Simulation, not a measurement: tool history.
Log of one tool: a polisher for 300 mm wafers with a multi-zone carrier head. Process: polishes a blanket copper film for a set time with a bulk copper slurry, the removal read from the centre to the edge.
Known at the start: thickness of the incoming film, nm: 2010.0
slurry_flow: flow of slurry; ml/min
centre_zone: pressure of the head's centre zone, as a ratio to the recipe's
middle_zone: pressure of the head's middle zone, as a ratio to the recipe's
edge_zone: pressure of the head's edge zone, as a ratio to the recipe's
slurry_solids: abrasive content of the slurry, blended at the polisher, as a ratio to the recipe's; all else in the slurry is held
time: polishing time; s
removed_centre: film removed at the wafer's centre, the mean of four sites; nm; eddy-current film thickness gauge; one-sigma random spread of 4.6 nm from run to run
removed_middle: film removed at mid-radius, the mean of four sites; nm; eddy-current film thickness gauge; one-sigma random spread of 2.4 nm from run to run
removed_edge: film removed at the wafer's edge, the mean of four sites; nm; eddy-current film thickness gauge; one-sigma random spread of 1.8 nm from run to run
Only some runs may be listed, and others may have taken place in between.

run	day	slurry_flow	centre_zone	middle_zone	edge_zone	slurry_solids	time	removed_centre	removed_middle	removed_edge
1	0.000	170	1.00	1.00	1.00	1.00	51	429.84	420.26	439.97
2	0.329	165	1.01	0.99	0.98	0.95	50	422.78	418.49	420.96
3	0.425	205	1.01	0.99	0.98	0.95	50	437.17	428.57	429.30
4	0.604	180	1.01	0.99	0.98	0.95	50	437.57	420.58	427.57
5	0.650	175	1.01	0.97	0.97	0.90	48	408.68	385.49	401.07
6	0.929	175	1.01	0.97	0.97	0.90	59	501.64	468.68	494.72
7	1.254	145	1.10	0.89	0.87	0.65	45	386.16	302.72	333.68

The next listed run, before its measurement:
8	1.475	145	1.10	0.90	0.86	0.65	45	?	?	?

removed_centre: 389.54 nm
removed_middle: 314.52 nm
removed_edge: 330.38 nm
